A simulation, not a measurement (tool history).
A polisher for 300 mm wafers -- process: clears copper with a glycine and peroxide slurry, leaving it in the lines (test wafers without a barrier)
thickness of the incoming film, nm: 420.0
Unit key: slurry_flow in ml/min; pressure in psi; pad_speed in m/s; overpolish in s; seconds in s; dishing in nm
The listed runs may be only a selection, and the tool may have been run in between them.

run  hour  slurry_flow  pressure  pad_speed  overpolish  seconds  dishing
  1     0          275       2.2       0.88          22   95.857   26.441
  2   6.5          275       2.2       0.88          13   93.952   23.096
  3   9.7          275       2.2       0.88           8   96.078   17.913
  4    11          270       1.8       0.76          13   122.78     20.7
  5  14.9          270       1.8       0.76          19   121.67   23.901
  6  19.7          270       1.8        0.6          19   142.69    23.36
  7  23.3          270       1.5       0.58          23   166.38   24.435
  8  30.7          270       1.4       0.58          26   171.29   25.296

For run 9, what comes out?
  9  38.7          270       1.3       0.58          29        ?        ?

seconds: 178.14 s
dishing: 26.353 nm
